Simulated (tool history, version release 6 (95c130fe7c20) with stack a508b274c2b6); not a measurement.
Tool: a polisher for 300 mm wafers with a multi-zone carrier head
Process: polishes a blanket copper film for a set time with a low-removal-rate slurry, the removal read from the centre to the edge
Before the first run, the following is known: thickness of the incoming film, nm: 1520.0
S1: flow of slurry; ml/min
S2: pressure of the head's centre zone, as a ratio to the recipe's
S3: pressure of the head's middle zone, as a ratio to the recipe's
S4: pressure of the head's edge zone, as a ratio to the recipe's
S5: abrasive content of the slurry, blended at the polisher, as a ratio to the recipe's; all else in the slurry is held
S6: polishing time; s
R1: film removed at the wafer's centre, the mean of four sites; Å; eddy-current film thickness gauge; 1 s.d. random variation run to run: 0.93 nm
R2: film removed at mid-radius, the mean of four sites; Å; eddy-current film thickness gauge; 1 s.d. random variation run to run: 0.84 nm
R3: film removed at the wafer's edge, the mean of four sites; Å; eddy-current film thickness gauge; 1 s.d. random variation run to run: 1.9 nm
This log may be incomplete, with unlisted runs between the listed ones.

run 1 hour=0 | S1=260 S2=1 S3=1 S4=1 S5=1 S6=58 | R1=1078.7 R2=1070.2 R3=1062.4
run 2 hour=1.4 | S1=260 S2=0.99 S3=1 S4=1.06 S5=1.15 S6=60 | R1=1142 R2=1151.7 R3=1177.8
run 3 hour=3 | S1=260 S2=0.99 S3=1 S4=1.06 S5=1 S6=60 | R1=1109.5 R2=1116.2 R3=1185.7
run 4 hour=10.6 | S1=275 S2=1.01 S3=1.02 S4=1.1 S5=1 S6=61 | R1=1164.8 R2=1163.5 R3=1197.6
run 5 hour=17.6 | S1=255 S2=1 S3=1.01 S4=1.12 S5=1.15 S6=63 | R1=1205.6 R2=1201.4 R3=1231.2
run 6 hour=23.1 | S1=295 S2=0.98 S3=0.99 S4=1.14 S5=1.2 S6=64 | R1=1236.9 R2=1243.6 R3=1308.2
run 7 hour=31.7 | S1=295 S2=0.98 S3=0.99 S4=1.14 S5=1.2 S6=64 | R1=1223.9 R2=1219.6 R3=1328.1
run 8 hour=33.5 | S1=320 S2=0.98 S3=1 S4=1.16 S5=1.25 S6=65 | R1=1256.8 R2=1275 R3=1372.9

Estimate the outcome of run 9 from the log above:
run 9 hour=38.5 | S1=340 S2=0.98 S3=1 S4=1.17 S5=1.3 S6=65 | R1=? R2=? R3=?

Logged for run 9: R1 1278 Å, R2 1295.9 Å, R3 1380.5 Å.
